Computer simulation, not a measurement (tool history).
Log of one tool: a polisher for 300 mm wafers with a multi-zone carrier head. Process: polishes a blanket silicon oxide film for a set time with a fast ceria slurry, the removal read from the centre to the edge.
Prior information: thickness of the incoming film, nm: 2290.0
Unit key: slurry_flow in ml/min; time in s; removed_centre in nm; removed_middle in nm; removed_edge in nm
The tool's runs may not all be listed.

run  hour  slurry_flow  centre_zone  middle_zone  edge_zone  time  removed_centre  removed_middle  removed_edge
  1   0.0          145         1.00         1.00       1.00    46          440.68          438.84        431.03
  2   4.8          145         1.06         1.00       1.00    46          465.03          440.89        427.51
  3  11.4          145         1.06         1.00       1.00    40          405.55          383.34        372.09
  4  12.8          145         1.06         1.00       1.00    46          462.55          445.64        437.62
  5  20.3          130         1.03         1.02       0.97    46          443.13          439.57        416.72
  6  29.0          120         1.01         1.03       0.95    46          425.23          435.00        412.62
  7  37.9          115         1.01         1.04       0.93    46          417.53          434.06        412.06

Estimate the outcome of run 8 from the log above:
  8  45.5          115         1.02         1.05       0.91    45               ?               ?             ?

removed_centre: 412.29 nm
removed_middle: 430.62 nm
removed_edge: 392.54 nm

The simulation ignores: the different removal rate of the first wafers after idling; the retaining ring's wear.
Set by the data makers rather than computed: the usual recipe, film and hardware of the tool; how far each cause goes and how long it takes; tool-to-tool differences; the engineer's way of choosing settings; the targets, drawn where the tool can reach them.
